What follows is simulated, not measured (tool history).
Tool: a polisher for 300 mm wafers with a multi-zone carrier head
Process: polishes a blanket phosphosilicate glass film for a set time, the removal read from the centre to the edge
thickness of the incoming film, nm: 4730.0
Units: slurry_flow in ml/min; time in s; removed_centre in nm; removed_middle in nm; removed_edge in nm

{"run": 1, "day": 0.0, "slurry_flow": 170, "centre_zone": 1.0, "middle_zone": 1.0, "edge_zone": 1.0, "slurry_solids": 1.0, "time": 61, "removed_centre": 448.56, "removed_middle": 457.76, "removed_edge": 456.55}
{"run": 2, "day": 0.229, "slurry_flow": 170, "centre_zone": 1.04, "middle_zone": 1.0, "edge_zone": 1.0, "slurry_solids": 1.0, "time": 61, "removed_centre": 471.13, "removed_middle": 449.79, "removed_edge": 470.9}
{"run": 3, "day": 0.508, "slurry_flow": 170, "centre_zone": 1.04, "middle_zone": 1.0, "edge_zone": 1.07, "slurry_solids": 1.0, "time": 61, "removed_centre": 471.7, "removed_middle": 449.82, "removed_edge": 479.78}
{"run": 4, "day": 0.721, "slurry_flow": 190, "centre_zone": 1.04, "middle_zone": 1.0, "edge_zone": 1.07, "slurry_solids": 1.0, "time": 61, "removed_centre": 467.63, "removed_middle": 464.67, "removed_edge": 488.38}
{"run": 5, "day": 0.979, "slurry_flow": 155, "centre_zone": 1.04, "middle_zone": 1.0, "edge_zone": 1.07, "slurry_solids": 1.0, "time": 61, "removed_centre": 462.8, "removed_middle": 445.37, "removed_edge": 466.21}
{"run": 6, "day": 1.029, "slurry_flow": 155, "centre_zone": 1.04, "middle_zone": 1.0, "edge_zone": 1.03, "slurry_solids": 1.0, "time": 61, "removed_centre": 463.08, "removed_middle": 445.08, "removed_edge": 474.73}
{"run": 7, "day": 1.154, "slurry_flow": 110, "centre_zone": 0.94, "middle_zone": 1.01, "edge_zone": 1.03, "slurry_solids": 0.75, "time": 44, "removed_centre": 245.84, "removed_middle": 271.82, "removed_edge": 284.58}
{"run": 8, "day": 1.446, "slurry_flow": 110, "centre_zone": 0.94, "middle_zone": 1.01, "edge_zone": 1.03, "slurry_solids": 0.75, "time": 44, "removed_centre": 247.06, "removed_middle": 272.62, "removed_edge": 287.3}
{"run": 9, "day": 1.679, "slurry_flow": 110, "centre_zone": 0.9, "middle_zone": 1.0, "edge_zone": 1.02, "slurry_solids": 0.7, "time": 44, "removed_centre": 228.37, "removed_middle": 260.63, "removed_edge": 271.02}

Run 10 comes next. What will it give?
{"run": 10, "day": 1.825, "slurry_flow": 100, "centre_zone": 0.81, "middle_zone": 0.98, "edge_zone": 1.09, "slurry_solids": 0.55, "time": 43, "removed_centre": "?", "removed_middle": "?", "removed_edge": "?"}

removed_centre: 176.77 nm
removed_middle: 216.61 nm
removed_edge: 240.58 nm
